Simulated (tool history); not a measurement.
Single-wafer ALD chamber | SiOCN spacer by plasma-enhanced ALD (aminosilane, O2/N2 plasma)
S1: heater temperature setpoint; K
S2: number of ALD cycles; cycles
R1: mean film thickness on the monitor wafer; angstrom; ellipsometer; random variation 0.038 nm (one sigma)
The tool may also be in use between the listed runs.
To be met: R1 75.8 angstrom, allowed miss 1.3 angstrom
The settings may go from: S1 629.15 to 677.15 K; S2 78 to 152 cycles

Run 1, hour 0: S1 653.15 K, S2 115 cycles. Result: R1 65.012 angstrom.
Run 2, hour 6.1: S1 647.15 K, S2 115 cycles. Result: R1 64.504 angstrom.
Run 3, hour 13.7: S1 647.15 K, S2 120 cycles. Result: R1 67.459 angstrom.
Run 4, hour 21.9: S1 647.15 K, S2 106 cycles. Result: R1 59.446 angstrom.
Run 5, hour 24.4: S1 651.15 K, S2 106 cycles. Result: R1 60.107 angstrom.
Run 6, hour 26.5: S1 645.15 K, S2 106 cycles. Result: R1 59.083 angstrom.
Run 7, hour 33: S1 647.15 K, S2 113 cycles. Result: R1 63.551 angstrom.
Run 8, hour 36: S1 647.15 K, S2 118 cycles. Result: R1 66.222 angstrom.
Run 9, hour 44.5: S1 648.15 K, S2 122 cycles. Result: R1 68.437 angstrom.
Run 10, hour 49.6: S1 649.15 K, S2 125 cycles. Result: R1 70.229 angstrom.
Run 11, hour 56.1: S1 649.15 K, S2 127 cycles. Result: R1 71.145 angstrom.
Run 12, hour 65.3: S1 649.15 K, S2 129 cycles. Result: R1 72.551 angstrom.

Which of these 5 next moves meets every target?
Run A, hour 74.5: S1 646.15 K, S2 140 cycles. Result: R1 ?.
Run B, hour 74.5: S1 651.15 K, S2 140 cycles. Result: R1 ?.
Run C, hour 74.5: S1 652.15 K, S2 129 cycles. Result: R1 ?.
Run D, hour 74.5: S1 647.15 K, S2 139 cycles. Result: R1 ?.
Run E, hour 74.5: S1 653.15 K, S2 135 cycles. Result: R1 ?.

move      R1
   A  77.899
   B  77.899
   C  71.778
   D  77.343
   E  75.117
A: takes the result that was furthest off past its target
B: takes the result that was furthest off past its target
C: further off than the last run
D: takes the result that was furthest off past its target
E: meets every target
The right move is E.
